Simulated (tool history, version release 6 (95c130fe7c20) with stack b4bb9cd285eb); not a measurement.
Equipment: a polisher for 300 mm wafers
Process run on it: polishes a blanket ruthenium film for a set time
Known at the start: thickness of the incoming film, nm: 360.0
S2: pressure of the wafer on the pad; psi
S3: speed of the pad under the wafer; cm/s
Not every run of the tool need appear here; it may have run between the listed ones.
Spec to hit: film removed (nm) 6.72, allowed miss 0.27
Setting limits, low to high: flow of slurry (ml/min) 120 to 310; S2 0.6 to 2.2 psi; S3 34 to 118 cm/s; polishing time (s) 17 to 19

{"run": 1, "hour": 0.0, "flow of slurry (ml/min)": 200, "S2": 1.4, "S3": 76, "polishing time (s)": 19, "film removed (nm)": 12.162}
{"run": 2, "hour": 7.3, "flow of slurry (ml/min)": 200, "S2": 1.4, "S3": 76, "polishing time (s)": 17, "film removed (nm)": 11.052}
{"run": 3, "hour": 9.9, "flow of slurry (ml/min)": 200, "S2": 1.3, "S3": 76, "polishing time (s)": 17, "film removed (nm)": 10.062}
{"run": 4, "hour": 14.2, "flow of slurry (ml/min)": 230, "S2": 1.3, "S3": 76, "polishing time (s)": 17, "film removed (nm)": 10.447}
{"run": 5, "hour": 15.3, "flow of slurry (ml/min)": 280, "S2": 1.3, "S3": 76, "polishing time (s)": 17, "film removed (nm)": 10.453}
{"run": 6, "hour": 17.1, "flow of slurry (ml/min)": 280, "S2": 1.2, "S3": 76, "polishing time (s)": 17, "film removed (nm)": 9.8477}
{"run": 7, "hour": 22.7, "flow of slurry (ml/min)": 280, "S2": 1.1, "S3": 76, "polishing time (s)": 17, "film removed (nm)": 8.9743}
{"run": 8, "hour": 29.1, "flow of slurry (ml/min)": 280, "S2": 0.9, "S3": 76, "polishing time (s)": 17, "film removed (nm)": 7.3973}

Which of these 5 next moves meets every target?
{"run": "A", "hour": 35.5, "flow of slurry (ml/min)": 265, "S2": 1, "S3": 72, "polishing time (s)": 18, "film removed (nm)": "?"}
{"run": "B", "hour": 35.5, "flow of slurry (ml/min)": 280, "S2": 0.9, "S3": 72, "polishing time (s)": 19, "film removed (nm)": "?"}
{"run": "C", "hour": 35.5, "flow of slurry (ml/min)": 235, "S2": 0.6, "S3": 84, "polishing time (s)": 19, "film removed (nm)": "?"}
{"run": "D", "hour": 35.5, "flow of slurry (ml/min)": 265, "S2": 0.7, "S3": 84, "polishing time (s)": 18, "film removed (nm)": "?"}
{"run": "E", "hour": 35.5, "flow of slurry (ml/min)": 285, "S2": 0.6, "S3": 84, "polishing time (s)": 19, "film removed (nm)": "?"}

move=A film_removed_(nm)=8.0988
move=B film_removed_(nm)=7.773
move=C film_removed_(nm)=6.0256
move=D film_removed_(nm)=6.6858
move=E film_removed_(nm)=6.1529
A: moves away from the targets compared with the last run
B: moves away from the targets compared with the last run
C: the result that was furthest off in the last run now lies on the other side of its target
D: in spec on every target
E: the result that was furthest off in the last run now lies on the other side of its target
The right move is D.
